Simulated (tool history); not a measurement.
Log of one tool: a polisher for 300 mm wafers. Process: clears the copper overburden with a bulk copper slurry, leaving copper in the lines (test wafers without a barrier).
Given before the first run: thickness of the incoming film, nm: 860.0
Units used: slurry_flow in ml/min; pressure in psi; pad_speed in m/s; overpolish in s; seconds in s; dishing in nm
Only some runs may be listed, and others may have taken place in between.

run 1 hour=0 | slurry_flow=260 pressure=2.2 pad_speed=1.36 slurry_solids=1 overpolish=9 | seconds=86.337 dishing=54.297
run 2 hour=8.1 | slurry_flow=260 pressure=2 pad_speed=1.36 slurry_solids=1 overpolish=10 | seconds=95.375 dishing=52.469
run 3 hour=11.9 | slurry_flow=320 pressure=2 pad_speed=1.36 slurry_solids=1 overpolish=10 | seconds=91.571 dishing=53.08
run 4 hour=15.6 | slurry_flow=365 pressure=2 pad_speed=1.36 slurry_solids=1 overpolish=10 | seconds=90.703 dishing=54.102
run 5 hour=21 | slurry_flow=365 pressure=2 pad_speed=1.36 slurry_solids=1 overpolish=13 | seconds=89.59 dishing=65.257
run 6 hour=28 | slurry_flow=365 pressure=2 pad_speed=1.18 slurry_solids=1 overpolish=13 | seconds=100.92 dishing=60.066
run 7 hour=32.6 | slurry_flow=365 pressure=1.9 pad_speed=1.18 slurry_solids=1 overpolish=13 | seconds=107.05 dishing=58.031

What will run 8 give?
run 8 hour=40.6 | slurry_flow=365 pressure=1.8 pad_speed=1.18 slurry_solids=1 overpolish=13 | seconds=? dishing=?

{"run 8": {"seconds": 114.85, "dishing": 54.964}}
